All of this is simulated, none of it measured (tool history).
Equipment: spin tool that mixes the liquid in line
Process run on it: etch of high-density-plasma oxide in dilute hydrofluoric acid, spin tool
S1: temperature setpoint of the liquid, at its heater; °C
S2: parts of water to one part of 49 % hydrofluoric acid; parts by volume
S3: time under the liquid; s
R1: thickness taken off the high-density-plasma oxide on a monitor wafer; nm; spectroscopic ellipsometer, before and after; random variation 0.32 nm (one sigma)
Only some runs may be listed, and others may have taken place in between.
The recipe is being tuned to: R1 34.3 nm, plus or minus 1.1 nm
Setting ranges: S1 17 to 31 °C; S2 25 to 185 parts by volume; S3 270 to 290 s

run    day    S1   S2   S3      R1
  1      0    23  105  270  13.953
  2  0.179    23   85  270  17.271
  3  0.367    25   75  270  21.467
  4  0.742  26.5   70  270  24.847
  5  0.896  27.5   70  270  26.099
  6    1.1  28.5   70  270  26.714
  7  1.204    29   65  270  29.525
  8  1.542  29.5   65  270  30.438

Exactly one of the 5 candidate moves below puts every result within its allowed miss. Which one?
  A  1.879  30.5  75  290   ?
  B  1.879    31  65  290   ?
  C  1.879  29.5  65  290   ?
  D  1.879    28  60  275   ?
  E  1.879    30  65  270   ?

move      R1
   A  29.174
   B  34.836
   C  32.876
   D  32.079
   E  31.208
A: further off than the last run
B: meets every target
C: closer than the last run, but not yet in spec
D: closer than the last run, but not yet in spec
E: closer than the last run, but not yet in spec
Answer: B
